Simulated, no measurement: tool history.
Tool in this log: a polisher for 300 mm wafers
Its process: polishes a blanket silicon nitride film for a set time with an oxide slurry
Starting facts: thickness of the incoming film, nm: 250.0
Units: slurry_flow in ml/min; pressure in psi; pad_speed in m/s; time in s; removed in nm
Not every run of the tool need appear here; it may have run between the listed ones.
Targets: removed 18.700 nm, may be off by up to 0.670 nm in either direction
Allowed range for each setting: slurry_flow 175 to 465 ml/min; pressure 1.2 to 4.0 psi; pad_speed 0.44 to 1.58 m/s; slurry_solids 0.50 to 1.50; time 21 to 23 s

{"run": 1, "hour": 0.0, "slurry_flow": 295, "pressure": 2.6, "pad_speed": 1.0, "slurry_solids": 1.0, "time": 23, "removed": 12.269}
{"run": 2, "hour": 6.7, "slurry_flow": 295, "pressure": 2.6, "pad_speed": 1.0, "slurry_solids": 1.2, "time": 23, "removed": 13.012}
{"run": 3, "hour": 9.0, "slurry_flow": 295, "pressure": 2.6, "pad_speed": 1.0, "slurry_solids": 1.3, "time": 23, "removed": 13.038}
{"run": 4, "hour": 12.7, "slurry_flow": 295, "pressure": 3.1, "pad_speed": 1.0, "slurry_solids": 1.3, "time": 23, "removed": 15.763}
{"run": 5, "hour": 20.3, "slurry_flow": 295, "pressure": 3.1, "pad_speed": 1.0, "slurry_solids": 1.2, "time": 23, "removed": 15.217}
{"run": 6, "hour": 27.9, "slurry_flow": 295, "pressure": 3.1, "pad_speed": 1.0, "slurry_solids": 1.2, "time": 23, "removed": 15.141}
{"run": 7, "hour": 34.2, "slurry_flow": 295, "pressure": 3.1, "pad_speed": 1.0, "slurry_solids": 1.2, "time": 23, "removed": 15.161}
{"run": 8, "hour": 39.4, "slurry_flow": 295, "pressure": 3.2, "pad_speed": 1.0, "slurry_solids": 1.2, "time": 23, "removed": 15.715}
{"run": 9, "hour": 40.9, "slurry_flow": 295, "pressure": 3.3, "pad_speed": 1.0, "slurry_solids": 1.2, "time": 23, "removed": 16.07}
{"run": 10, "hour": 43.2, "slurry_flow": 295, "pressure": 3.4, "pad_speed": 1.0, "slurry_solids": 1.2, "time": 23, "removed": 16.622}
{"run": 11, "hour": 45.5, "slurry_flow": 295, "pressure": 3.5, "pad_speed": 1.0, "slurry_solids": 1.2, "time": 23, "removed": 17.304}
{"run": 12, "hour": 52.7, "slurry_flow": 295, "pressure": 3.6, "pad_speed": 1.0, "slurry_solids": 1.2, "time": 23, "removed": 17.694}

4 next moves are on the table. One of them brings every result within its allowed miss. Which?
{"run": "A", "hour": 59.9, "slurry_flow": 240, "pressure": 3.7, "pad_speed": 0.98, "slurry_solids": 1.2, "time": 22, "removed": "?"}
{"run": "B", "hour": 59.9, "slurry_flow": 320, "pressure": 4.0, "pad_speed": 0.92, "slurry_solids": 1.35, "time": 22, "removed": "?"}
{"run": "C", "hour": 59.9, "slurry_flow": 320, "pressure": 3.9, "pad_speed": 0.86, "slurry_solids": 1.25, "time": 22, "removed": "?"}
{"run": "D", "hour": 59.9, "slurry_flow": 285, "pressure": 3.5, "pad_speed": 0.96, "slurry_solids": 1.25, "time": 22, "removed": "?"}

move=A removed=16.506
move=B removed=18.209
move=C removed=16.551
move=D removed=15.910
A: further off than the last run
B: every result within its allowed miss
C: further off than the last run
D: further off than the last run
The right move is B.
